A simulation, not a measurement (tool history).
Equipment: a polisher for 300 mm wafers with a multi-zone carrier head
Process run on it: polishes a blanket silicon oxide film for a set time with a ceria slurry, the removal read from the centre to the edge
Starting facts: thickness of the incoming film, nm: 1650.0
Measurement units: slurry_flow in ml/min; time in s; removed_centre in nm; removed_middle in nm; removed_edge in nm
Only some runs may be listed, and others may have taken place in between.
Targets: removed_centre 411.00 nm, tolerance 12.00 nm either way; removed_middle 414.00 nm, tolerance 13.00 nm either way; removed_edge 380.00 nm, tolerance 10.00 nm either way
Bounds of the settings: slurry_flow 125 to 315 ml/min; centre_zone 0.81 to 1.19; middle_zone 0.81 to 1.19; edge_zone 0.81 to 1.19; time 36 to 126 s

| run | hour | slurry_flow | centre_zone | middle_zone | edge_zone | time | removed_centre | removed_middle | removed_edge |
|---|---|---|---|---|---|---|---|---|---|
| 1 | 0.0 | 205 | 1.00 | 1.00 | 1.00 | 81 | 285.92 | 300.42 | 296.54 |
| 2 | 4.6 | 220 | 1.04 | 1.04 | 1.03 | 84 | 315.43 | 326.29 | 319.10 |
| 3 | 10.0 | 220 | 1.04 | 1.04 | 0.98 | 84 | 318.97 | 324.77 | 307.00 |
| 4 | 17.6 | 175 | 1.04 | 1.04 | 0.98 | 84 | 304.46 | 314.92 | 301.04 |
| 5 | 18.9 | 175 | 1.04 | 1.04 | 0.98 | 104 | 374.68 | 388.94 | 377.25 |
| 6 | 27.7 | 175 | 1.04 | 1.04 | 0.98 | 121 | 439.11 | 447.68 | 428.46 |
|  | 32.3 | worn pad replaced by a new one |
| 7 | 32.3 | 175 | 1.03 | 1.03 | 0.94 | 120 | 457.06 | 475.53 | 448.03 |
| 8 | 35.8 | 175 | 1.05 | 1.06 | 0.97 | 118 | 452.64 | 483.97 | 450.56 |
| 9 | 41.7 | 175 | 1.04 | 1.04 | 0.93 | 116 | 442.75 | 463.83 | 434.20 |
| 10 | 45.6 | 190 | 1.05 | 1.05 | 0.94 | 112 | 442.53 | 462.37 | 426.54 |
| 11 | 51.2 | 185 | 1.06 | 1.05 | 0.94 | 109 | 430.18 | 447.59 | 409.47 |

Which single option among these 5 for the next run brings every result within its allowed miss of target? Just one does.
| A | 56.8 | 180 | 1.09 | 0.90 | 1.07 | 106 | ? | ? | ? |
| B | 56.8 | 215 | 1.14 | 0.98 | 0.90 | 103 | ? | ? | ? |
| C | 56.8 | 210 | 0.91 | 1.08 | 0.90 | 113 | ? | ? | ? |
| D | 56.8 | 250 | 1.04 | 1.00 | 0.87 | 100 | ? | ? | ? |
| E | 56.8 | 170 | 1.06 | 1.18 | 0.91 | 104 | ? | ? | ? |

| move | removed_centre | removed_middle | removed_edge |
|---|---|---|---|
| A | 430.66 | 374.97 | 423.49 |
| B | 452.47 | 402.71 | 386.59 |
| C | 394.31 | 478.65 | 422.45 |
| D | 409.71 | 406.07 | 375.15 |
| E | 406.72 | 458.15 | 380.02 |
A: lands further from the targets than the last run did
B: the furthest-off result lands on target, but another misses its tolerance
C: lands further from the targets than the last run did
D: in spec on every target
E: the furthest-off result lands on target, but another misses its tolerance
The move that meets every target is D.
